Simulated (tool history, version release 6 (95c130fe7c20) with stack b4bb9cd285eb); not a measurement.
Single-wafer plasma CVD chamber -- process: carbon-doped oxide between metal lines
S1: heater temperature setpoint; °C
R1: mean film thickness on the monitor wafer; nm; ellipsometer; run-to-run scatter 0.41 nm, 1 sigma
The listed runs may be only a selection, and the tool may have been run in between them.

run 1 hour=0.0 | S1=330 chamber_pressure_(Torr)=5.74 RF_power_(W)=610 deposition_time_(s)=24.6 | R1=148.57
run 2 hour=6.8 | S1=325 chamber_pressure_(Torr)=5.74 RF_power_(W)=610 deposition_time_(s)=24.6 | R1=151.70
run 3 hour=13.6 | S1=324 chamber_pressure_(Torr)=5.84 RF_power_(W)=615 deposition_time_(s)=24.6 | R1=153.75
run 4 hour=22.0 | S1=324 chamber_pressure_(Torr)=5.84 RF_power_(W)=555 deposition_time_(s)=24.6 | R1=140.96
run 5 hour=25.8 | S1=323 chamber_pressure_(Torr)=5.93 RF_power_(W)=565 deposition_time_(s)=24.6 | R1=143.84
run 6 hour=32.9 | S1=322 chamber_pressure_(Torr)=6.00 RF_power_(W)=575 deposition_time_(s)=24.6 | R1=145.81
run 7 hour=40.6 | S1=321 chamber_pressure_(Torr)=6.02 RF_power_(W)=585 deposition_time_(s)=24.6 | R1=149.28
run 8 hour=45.6 | S1=320 chamber_pressure_(Torr)=6.09 RF_power_(W)=590 deposition_time_(s)=24.6 | R1=150.77

What will run 9 give?
run 9 hour=46.7 | S1=309 chamber_pressure_(Torr)=7.04 RF_power_(W)=685 deposition_time_(s)=24.6 | R1=?

{"run 9": {"R1": 181.11}}
